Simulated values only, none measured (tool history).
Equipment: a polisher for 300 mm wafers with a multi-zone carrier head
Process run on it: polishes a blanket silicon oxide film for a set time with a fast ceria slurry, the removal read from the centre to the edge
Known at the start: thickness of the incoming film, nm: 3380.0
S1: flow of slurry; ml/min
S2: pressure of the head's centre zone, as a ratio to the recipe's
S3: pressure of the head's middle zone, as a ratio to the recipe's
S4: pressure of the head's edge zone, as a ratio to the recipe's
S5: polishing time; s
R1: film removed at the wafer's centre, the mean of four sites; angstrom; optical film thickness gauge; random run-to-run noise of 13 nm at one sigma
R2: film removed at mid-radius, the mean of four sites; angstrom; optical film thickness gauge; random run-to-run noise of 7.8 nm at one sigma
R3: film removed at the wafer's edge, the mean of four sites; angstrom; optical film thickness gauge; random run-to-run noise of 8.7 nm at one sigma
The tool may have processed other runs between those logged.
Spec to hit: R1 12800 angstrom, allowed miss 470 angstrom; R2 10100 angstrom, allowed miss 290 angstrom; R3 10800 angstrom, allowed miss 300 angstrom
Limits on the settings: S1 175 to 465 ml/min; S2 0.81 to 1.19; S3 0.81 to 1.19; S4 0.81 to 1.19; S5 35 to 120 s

run	hour	S1	S2	S3	S4	S5	R1	R2	R3
1	0	295	1	1	1	77	10368	10444	10496
2	8.8	300	1.02	0.99	1	77	10597	10149	10478
3	13.8	300	1.02	0.9	1	77	10635	9552	10420
4	21.2	300	1.02	0.9	1	88	12056	10809	11859
5	25.4	300	1.03	0.9	0.99	88	12114	10837	12088
6	33.2	305	1.05	0.91	0.98	87	12155	10812	11517
7	35.5	305	1.05	0.91	0.98	87	12228	10978	11634
8	38.6	300	1.06	0.9	0.97	87	12515	10731	11700
9	45.9	300	1.06	0.9	0.96	87	12547	10634	11549
10	49.9	300	1.06	0.9	0.95	87	12589	10909	11414
11	54.2	260	1.11	0.82	0.9	85	12459	9570.1	10924
12	55.6	265	1.11	0.82	0.9	85	12530	9770.6	10991

Pick the move, out of 4, that brings all results within their allowed miss; only one does.
A	57	270	1.02	0.81	1	84	?	?	?
B	57	235	1.05	0.87	0.81	82	?	?	?
C	57	315	1.1	0.84	0.83	86	?	?	?
D	57	235	1.1	0.84	0.84	91	?	?	?

move	R1	R2	R3
A	11402	9458.1	11381
B	11342	9696	10004
C	12744	10077	10772
D	13187	10451	11285
A: further off than the last run
B: further off than the last run
C: in spec on every target
D: the result that was furthest off in the last run now lies on the other side of its target
The move that meets every target is C.
